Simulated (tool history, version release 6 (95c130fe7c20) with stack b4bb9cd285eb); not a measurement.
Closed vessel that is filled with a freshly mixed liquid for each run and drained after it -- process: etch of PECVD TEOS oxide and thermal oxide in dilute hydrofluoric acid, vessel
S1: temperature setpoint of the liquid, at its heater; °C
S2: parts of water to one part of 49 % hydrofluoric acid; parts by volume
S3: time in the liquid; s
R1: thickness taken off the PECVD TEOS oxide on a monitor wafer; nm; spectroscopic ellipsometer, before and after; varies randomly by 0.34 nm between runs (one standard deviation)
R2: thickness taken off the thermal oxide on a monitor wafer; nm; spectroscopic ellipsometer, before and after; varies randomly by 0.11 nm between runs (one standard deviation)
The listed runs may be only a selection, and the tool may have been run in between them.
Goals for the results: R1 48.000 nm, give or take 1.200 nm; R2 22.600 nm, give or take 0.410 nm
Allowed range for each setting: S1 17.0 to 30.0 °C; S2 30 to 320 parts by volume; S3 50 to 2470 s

| run | hour | S1 | S2 | S3 | R1 | R2 |
|---|---|---|---|---|---|---|
| 1 | 0.0 | 22.0 | 175 | 1260 | 58.737 | 27.875 |
| 2 | 6.6 | 20.5 | 175 | 1260 | 55.979 | 26.399 |
| 3 | 14.8 | 20.5 | 235 | 1260 | 38.514 | 18.655 |
| 4 | 19.8 | 22.0 | 235 | 1255 | 41.000 | 19.367 |
| 5 | 26.3 | 22.0 | 235 | 1600 | 52.195 | 24.700 |
| 6 | 35.2 | 25.5 | 235 | 1600 | 59.871 | 28.110 |
| 7 | 38.3 | 24.0 | 235 | 1600 | 55.742 | 26.461 |
| 8 | 45.4 | 23.0 | 235 | 1600 | 54.422 | 25.651 |
| 9 | 53.7 | 22.0 | 235 | 1600 | 52.006 | 24.811 |
| 10 | 59.3 | 21.5 | 235 | 1595 | 52.148 | 24.200 |
| 11 | 65.6 | 21.5 | 235 | 1590 | 51.169 | 24.048 |

4 next moves are on the table. One of them brings every result within its allowed miss. Which?
| A | 71.9 | 18.0 | 255 | 1890 | ? | ? |
| B | 71.9 | 22.0 | 280 | 1920 | ? | ? |
| C | 71.9 | 23.5 | 180 | 1050 | ? | ? |
| D | 71.9 | 22.5 | 210 | 1315 | ? | ? |

| move | R1 | R2 |
|---|---|---|
| A | 48.443 | 22.739 |
| B | 50.820 | 23.855 |
| C | 50.565 | 23.735 |
| D | 50.649 | 23.774 |
A: hits every target within its allowed miss
B: closes in on the targets versus the last run, not all within tolerance yet
C: closes in on the targets versus the last run, not all within tolerance yet
D: closes in on the targets versus the last run, not all within tolerance yet
A meets every target.

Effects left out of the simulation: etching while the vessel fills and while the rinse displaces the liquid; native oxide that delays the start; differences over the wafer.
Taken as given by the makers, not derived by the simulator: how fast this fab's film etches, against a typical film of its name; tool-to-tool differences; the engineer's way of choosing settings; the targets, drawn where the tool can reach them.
